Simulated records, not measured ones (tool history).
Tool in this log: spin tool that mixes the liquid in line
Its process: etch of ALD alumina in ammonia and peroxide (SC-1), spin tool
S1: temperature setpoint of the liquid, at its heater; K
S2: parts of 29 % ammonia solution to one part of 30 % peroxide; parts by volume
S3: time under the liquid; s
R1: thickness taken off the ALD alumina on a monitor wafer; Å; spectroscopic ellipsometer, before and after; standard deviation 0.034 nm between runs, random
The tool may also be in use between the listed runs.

run,day,S1,S2,S3,R1
1,0,327.15,0.6,20,16.24
2,0.079,331.15,0.6,20,20.325
3,0.233,331.15,0.6,15,15.24
4,0.546,336.15,0.6,15,19.842
5,0.754,341.15,0.6,15,25.319
6,0.829,343.15,0.6,15,28.645
7,0.854,343.15,0.75,15,28.055
8,1.154,343.15,0.85,15,29.169
9,1.338,343.15,0.95,15,29.154

Run 10, settings as shown, results not yet in. Your forecast:
10,1.475,343.15,1,15,?

{"run 10": {"R1": 28.929}}

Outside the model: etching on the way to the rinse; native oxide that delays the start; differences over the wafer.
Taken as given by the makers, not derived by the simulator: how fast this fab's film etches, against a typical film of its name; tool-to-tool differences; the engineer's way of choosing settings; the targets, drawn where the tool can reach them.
